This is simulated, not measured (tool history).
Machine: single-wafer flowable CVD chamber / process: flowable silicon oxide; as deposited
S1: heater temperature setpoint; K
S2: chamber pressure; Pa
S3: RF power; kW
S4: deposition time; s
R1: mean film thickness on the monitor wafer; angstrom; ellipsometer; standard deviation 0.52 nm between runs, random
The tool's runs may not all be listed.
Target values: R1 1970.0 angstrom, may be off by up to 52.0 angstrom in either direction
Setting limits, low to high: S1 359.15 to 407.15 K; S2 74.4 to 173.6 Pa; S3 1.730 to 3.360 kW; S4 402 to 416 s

run 1 hour=0.0 | S1=383.15 S2=124.0 S3=2.545 S4=402 | R1=2338.4
run 2 hour=3.1 | S1=383.15 S2=124.0 S3=2.545 S4=402 | R1=2336.2
run 3 hour=8.9 | S1=384.15 S2=124.0 S3=2.545 S4=402 | R1=2270.0
run 4 hour=13.3 | S1=384.15 S2=124.0 S3=2.250 S4=402 | R1=2224.9
run 5 hour=20.6 | S1=385.15 S2=124.0 S3=2.250 S4=402 | R1=2165.4
run 6 hour=29.6 | S1=385.15 S2=131.5 S3=2.250 S4=402 | R1=2284.8
run 7 hour=32.2 | S1=386.15 S2=131.5 S3=2.250 S4=402 | R1=2222.0
run 8 hour=40.3 | S1=387.15 S2=131.5 S3=2.250 S4=402 | R1=2152.0

4 candidate next runs follow, results not yet known. Just one meets every target within its allowed miss. Identify it.
run A hour=48.4 | S1=387.15 S2=123.7 S3=2.555 S4=402 | R1=?
run B hour=48.4 | S1=390.15 S2=139.7 S3=2.155 S4=409 | R1=?
run C hour=48.4 | S1=388.15 S2=124.3 S3=2.285 S4=402 | R1=?
run D hour=48.4 | S1=386.15 S2=123.1 S3=2.225 S4=402 | R1=?

move=A R1=2076.5
move=B R1=2121.2
move=C R1=1989.7
move=D R1=2078.8
A: closer than the last run, but not yet in spec
B: closer than the last run, but not yet in spec
C: in spec on every target
D: closer than the last run, but not yet in spec
So the answer is move C, the one that meets all the targets.
